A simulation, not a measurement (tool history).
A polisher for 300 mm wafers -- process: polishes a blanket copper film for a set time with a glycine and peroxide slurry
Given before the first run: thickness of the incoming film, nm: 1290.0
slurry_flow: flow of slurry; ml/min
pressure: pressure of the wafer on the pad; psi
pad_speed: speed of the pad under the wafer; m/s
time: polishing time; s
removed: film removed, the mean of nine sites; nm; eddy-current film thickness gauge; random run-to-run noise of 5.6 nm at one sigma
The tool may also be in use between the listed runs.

| run | day | slurry_flow | pressure | pad_speed | time | removed |
|---|---|---|---|---|---|---|
| 1 | 0 | 165 | 3.3 | 0.8 | 64 | 308.31 |
| 2 | 0.175 | 165 | 3.7 | 0.8 | 64 | 334.48 |
| 3 | 0.279 | 170 | 4.1 | 0.84 | 64 | 376.14 |
| 4 | 0.35 | 170 | 4.1 | 0.96 | 64 | 420.13 |
| 5 | 0.533 | 135 | 4.1 | 0.96 | 64 | 402.25 |
| 6 | 0.9 | 150 | 4.4 | 0.96 | 64 | 426.95 |

What will run 7 give?
| 7 | 1.1 | 165 | 4.6 | 0.98 | 64 | ? |

Run 7 yielded removed 467.19 nm.
